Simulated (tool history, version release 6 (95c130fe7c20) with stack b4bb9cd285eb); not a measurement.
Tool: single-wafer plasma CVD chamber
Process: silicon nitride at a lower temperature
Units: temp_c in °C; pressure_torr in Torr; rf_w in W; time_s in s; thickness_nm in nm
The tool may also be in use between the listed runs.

| run | hour | temp_c | pressure_torr | rf_w | time_s | thickness_nm |
|---|---|---|---|---|---|---|
| 1 | 0.0 | 375 | 1.86 | 285 | 32.1 | 38.924 |
| 2 | 5.7 | 375 | 1.86 | 315 | 32.1 | 41.129 |
| 3 | 9.5 | 375 | 2.13 | 315 | 32.1 | 42.275 |
| 4 | 17.3 | 375 | 2.13 | 335 | 32.1 | 43.945 |
| 5 | 19.9 | 375 | 2.13 | 355 | 32.1 | 45.466 |
| 6 | 26.5 | 375 | 2.13 | 335 | 32.1 | 44.400 |

Forecast run 7:
| 7 | 33.4 | 375 | 2.02 | 325 | 32.1 | ? |

Run 7 gave thickness_nm 42.333 nm.
